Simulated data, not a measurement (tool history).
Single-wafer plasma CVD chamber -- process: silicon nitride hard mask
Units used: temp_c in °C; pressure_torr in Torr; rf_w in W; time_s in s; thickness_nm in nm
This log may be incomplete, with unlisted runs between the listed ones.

run  hour  temp_c  pressure_torr  rf_w  time_s  thickness_nm
  1     0     415           1.13   295      45        44.455
  2   3.7     415           1.13   295      45        44.595
  3   6.8     415           1.29   295      45        46.921
  4  11.9     415           1.29   295    42.8        44.103
  5  15.2     415           1.29   295    42.8        44.136
  6  23.5     415           1.29   295      45        46.084
  7  25.2     415           1.34   305      45        48.167
  8  30.4     415           1.38   310      45          49.2
     33.4  -- thermocouple changed; heater temperature recalibrated
  9  33.4     415           1.41   310      45        49.555

Predict the results of run 10:
 10  36.1     415           1.44   310      45             ?

Run 10 measured thickness_nm 49.671 nm.
